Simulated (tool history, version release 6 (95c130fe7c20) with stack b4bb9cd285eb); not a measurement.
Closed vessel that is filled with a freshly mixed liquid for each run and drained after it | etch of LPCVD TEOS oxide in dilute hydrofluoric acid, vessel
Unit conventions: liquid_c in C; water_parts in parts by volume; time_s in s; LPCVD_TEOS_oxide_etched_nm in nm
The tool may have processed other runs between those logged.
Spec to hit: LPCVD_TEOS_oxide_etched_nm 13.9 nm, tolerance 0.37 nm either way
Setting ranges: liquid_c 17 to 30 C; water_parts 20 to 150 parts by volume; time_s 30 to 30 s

run 1 hour=0 | liquid_c=22 water_parts=85 time_s=30 | LPCVD_TEOS_oxide_etched_nm=12.8
run 2 hour=6.9 | liquid_c=22.5 water_parts=85 time_s=30 | LPCVD_TEOS_oxide_etched_nm=12.935
run 3 hour=16 | liquid_c=23 water_parts=85 time_s=30 | LPCVD_TEOS_oxide_etched_nm=13.247
run 4 hour=23.8 | liquid_c=23 water_parts=60 time_s=30 | LPCVD_TEOS_oxide_etched_nm=19.414
run 5 hour=29.2 | liquid_c=23 water_parts=60 time_s=30 | LPCVD_TEOS_oxide_etched_nm=19.507
run 6 hour=37.4 | liquid_c=23 water_parts=60 time_s=30 | LPCVD_TEOS_oxide_etched_nm=19.595
run 7 hour=42.2 | liquid_c=21 water_parts=60 time_s=30 | LPCVD_TEOS_oxide_etched_nm=18.034
run 8 hour=47 | liquid_c=20 water_parts=60 time_s=30 | LPCVD_TEOS_oxide_etched_nm=17.387
run 9 hour=55.3 | liquid_c=19 water_parts=65 time_s=30 | LPCVD_TEOS_oxide_etched_nm=15.191
run 10 hour=57.4 | liquid_c=18.5 water_parts=65 time_s=30 | LPCVD_TEOS_oxide_etched_nm=14.807
run 11 hour=64.2 | liquid_c=18 water_parts=65 time_s=30 | LPCVD_TEOS_oxide_etched_nm=14.556

Below are 5 possible settings for the next run. Only one of them brings all results inside the allowed miss of their targets. Which is it?
run A hour=71 | liquid_c=17.5 water_parts=70 time_s=30 | LPCVD_TEOS_oxide_etched_nm=?
run B hour=71 | liquid_c=19 water_parts=70 time_s=30 | LPCVD_TEOS_oxide_etched_nm=?
run C hour=71 | liquid_c=17 water_parts=70 time_s=30 | LPCVD_TEOS_oxide_etched_nm=?
run D hour=71 | liquid_c=18.5 water_parts=65 time_s=30 | LPCVD_TEOS_oxide_etched_nm=?
run E hour=71 | liquid_c=22.5 water_parts=75 time_s=30 | LPCVD_TEOS_oxide_etched_nm=?

move=A LPCVD_TEOS_oxide_etched_nm=13.211
move=B LPCVD_TEOS_oxide_etched_nm=14.073
move=C LPCVD_TEOS_oxide_etched_nm=12.934
move=D LPCVD_TEOS_oxide_etched_nm=14.927
move=E LPCVD_TEOS_oxide_etched_nm=15.078
A: carries the result that was furthest off beyond its target, to the other side
B: hits every target within its allowed miss
C: carries the result that was furthest off beyond its target, to the other side
D: further off than the last run
E: further off than the last run
Move B is the one to make.
